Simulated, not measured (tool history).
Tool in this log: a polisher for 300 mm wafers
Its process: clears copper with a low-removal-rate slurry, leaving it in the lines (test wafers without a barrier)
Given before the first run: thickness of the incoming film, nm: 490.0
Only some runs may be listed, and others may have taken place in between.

run	day	flow of slurry (ml/min)	pressure of the wafer on the pad (kPa)	speed of the pad under the wafer (cm/s)	abrasive content of the slurry	overpolish time after the end point (s)	time until the end point was called (s)	dishing of a wide line in a test structure (angstrom)
1	0	275	29	126	1	15	91.712	506.13
2	0.104	275	29	126	1.15	15	90.392	535.2
3	0.204	280	30.3	126	1.15	16	86.628	595.57
4	0.5	280	24.8	126	1.15	16	103.75	488.93
5	0.579	280	20.7	126	1.15	16	125.83	416.63
6	0.838	285	23.4	126	1.15	16	109.03	470.88
7	1.021	320	31.7	126	1.15	19	81.58	675.84
8	1.196	320	32.4	126	1.15	19	80.215	695.42

Predict the results of run 9:
9	1.317	320	33.1	126	1.15	19	?	?

Run 9 measured time until the end point was called (s) 77.483, dishing of a wide line in a test structure (angstrom) 701.67.
